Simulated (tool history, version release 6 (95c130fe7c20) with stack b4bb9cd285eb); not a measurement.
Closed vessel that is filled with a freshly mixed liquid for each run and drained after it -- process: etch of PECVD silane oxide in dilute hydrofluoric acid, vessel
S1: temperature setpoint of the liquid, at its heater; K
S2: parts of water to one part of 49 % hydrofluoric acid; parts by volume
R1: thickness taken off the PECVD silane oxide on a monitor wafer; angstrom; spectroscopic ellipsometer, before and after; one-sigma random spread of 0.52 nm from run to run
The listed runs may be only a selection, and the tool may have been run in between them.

run 1 day=0 | S1=297.15 S2=125 time_in_the_liquid_(s)=105 | R1=231.47
run 2 day=0.054 | S1=299.65 S2=100 time_in_the_liquid_(s)=105 | R1=324.56
run 3 day=0.129 | S1=299.65 S2=100 time_in_the_liquid_(s)=110 | R1=342.85
run 4 day=0.304 | S1=299.65 S2=125 time_in_the_liquid_(s)=110 | R1=267.21
run 5 day=0.633 | S1=301.65 S2=125 time_in_the_liquid_(s)=110 | R1=285.42
run 6 day=0.942 | S1=302.65 S2=100 time_in_the_liquid_(s)=110 | R1=382.95
run 7 day=1.042 | S1=303.15 S2=85 time_in_the_liquid_(s)=110 | R1=469.78
run 8 day=1.358 | S1=303.65 S2=75 time_in_the_liquid_(s)=110 | R1=543.78

Run 9 comes next. What will it give?
run 9 day=1.638 | S1=304.15 S2=70 time_in_the_liquid_(s)=110 | R1=?

R1: 608.82 angstrom
